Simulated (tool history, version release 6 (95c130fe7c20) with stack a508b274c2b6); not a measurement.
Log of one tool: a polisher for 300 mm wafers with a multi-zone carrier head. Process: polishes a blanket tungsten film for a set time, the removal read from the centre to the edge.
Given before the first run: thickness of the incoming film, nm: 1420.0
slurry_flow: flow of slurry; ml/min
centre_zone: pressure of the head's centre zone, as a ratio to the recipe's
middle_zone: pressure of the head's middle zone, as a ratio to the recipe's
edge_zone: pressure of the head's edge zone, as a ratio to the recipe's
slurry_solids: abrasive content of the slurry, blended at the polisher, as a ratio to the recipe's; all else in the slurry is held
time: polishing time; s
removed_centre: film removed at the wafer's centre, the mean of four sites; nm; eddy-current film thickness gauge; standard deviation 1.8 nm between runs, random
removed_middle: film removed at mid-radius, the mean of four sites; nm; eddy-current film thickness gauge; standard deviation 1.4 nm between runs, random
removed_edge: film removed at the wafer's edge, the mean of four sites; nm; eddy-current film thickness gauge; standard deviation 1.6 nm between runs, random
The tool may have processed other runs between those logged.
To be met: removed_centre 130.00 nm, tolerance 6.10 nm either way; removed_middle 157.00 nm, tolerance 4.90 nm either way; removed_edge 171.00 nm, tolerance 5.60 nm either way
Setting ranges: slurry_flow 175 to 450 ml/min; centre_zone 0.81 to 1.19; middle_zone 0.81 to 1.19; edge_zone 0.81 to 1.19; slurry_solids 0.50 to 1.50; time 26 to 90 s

| run | hour | slurry_flow | centre_zone | middle_zone | edge_zone | slurry_solids | time | removed_centre | removed_middle | removed_edge |
|---|---|---|---|---|---|---|---|---|---|---|
| 1 | 0.0 | 290 | 1.00 | 1.00 | 1.00 | 1.00 | 58 | 239.08 | 250.05 | 247.75 |
| 2 | 3.9 | 285 | 0.98 | 0.99 | 1.00 | 0.95 | 56 | 222.61 | 234.33 | 237.38 |
| 3 | 12.5 | 280 | 0.96 | 0.99 | 1.00 | 0.90 | 55 | 216.21 | 229.90 | 227.09 |
| 4 | 15.3 | 280 | 1.00 | 0.99 | 1.00 | 0.90 | 55 | 225.85 | 227.09 | 224.82 |
| 5 | 17.7 | 345 | 1.00 | 0.99 | 1.00 | 0.90 | 55 | 225.23 | 237.53 | 234.25 |
| 6 | 20.9 | 355 | 0.98 | 0.98 | 1.01 | 0.85 | 53 | 212.56 | 220.95 | 224.14 |
| 7 | 24.2 | 365 | 0.96 | 0.98 | 1.02 | 0.80 | 51 | 203.43 | 214.03 | 217.51 |
| 8 | 27.3 | 375 | 0.94 | 0.98 | 1.04 | 0.80 | 49 | 189.35 | 202.42 | 208.98 |
| 9 | 36.3 | 380 | 0.93 | 0.98 | 1.05 | 0.80 | 48 | 185.01 | 198.77 | 206.06 |

Exactly one of the 4 candidate moves below puts every result within its allowed miss. Which one?
| A | 45.3 | 310 | 0.86 | 0.93 | 0.95 | 0.90 | 57 | ? | ? | ? |
| B | 45.3 | 385 | 0.81 | 0.93 | 1.06 | 0.55 | 41 | ? | ? | ? |
| C | 45.3 | 360 | 1.11 | 0.81 | 1.06 | 0.65 | 55 | ? | ? | ? |
| D | 45.3 | 380 | 0.87 | 1.19 | 0.91 | 0.85 | 41 | ? | ? | ? |

| move | removed_centre | removed_middle | removed_edge |
|---|---|---|---|
| A | 201.74 | 225.80 | 237.82 |
| B | 131.07 | 155.19 | 171.55 |
| C | 242.28 | 188.25 | 234.23 |
| D | 148.79 | 202.33 | 168.05 |
A: further off than the last run
B: all results land within tolerance of their targets
C: further off than the last run
D: no nearer and no further than the last run
The right move is B.

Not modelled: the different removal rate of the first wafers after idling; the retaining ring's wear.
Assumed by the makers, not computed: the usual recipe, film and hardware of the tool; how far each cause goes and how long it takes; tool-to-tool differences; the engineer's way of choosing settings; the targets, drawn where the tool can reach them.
